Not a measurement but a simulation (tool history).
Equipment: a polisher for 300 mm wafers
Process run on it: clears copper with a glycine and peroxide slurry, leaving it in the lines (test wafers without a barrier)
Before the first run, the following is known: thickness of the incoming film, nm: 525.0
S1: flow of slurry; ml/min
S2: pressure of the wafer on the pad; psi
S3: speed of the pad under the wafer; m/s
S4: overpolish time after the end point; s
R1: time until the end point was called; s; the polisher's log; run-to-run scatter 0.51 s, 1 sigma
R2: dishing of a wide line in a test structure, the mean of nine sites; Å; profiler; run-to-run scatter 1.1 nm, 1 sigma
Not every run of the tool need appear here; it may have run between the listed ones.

run	day	S1	S2	S3	S4	R1	R2
1	0	270	3.2	0.96	12	87.831	532.12
2	0.283	205	3.2	0.96	12	90.684	526.97
3	0.333	180	3.2	0.96	12	93.249	507.69
4	0.588	180	2.8	0.96	12	102.72	463.94
5	0.729	180	2.8	1.08	12	94.942	506.43
6	0.946	180	2.8	1.08	10	93.729	446.55
7	0.971	195	3.2	1.08	9	83.174	431.04
8	1.179	205	3.5	1.08	9	75.555	483.56

Run 9 has not been measured yet. What should we expect?
9	1.379	215	3.7	1.08	8	?	?

Logged for run 9: R1 72.318 s, R2 459.66 Å.
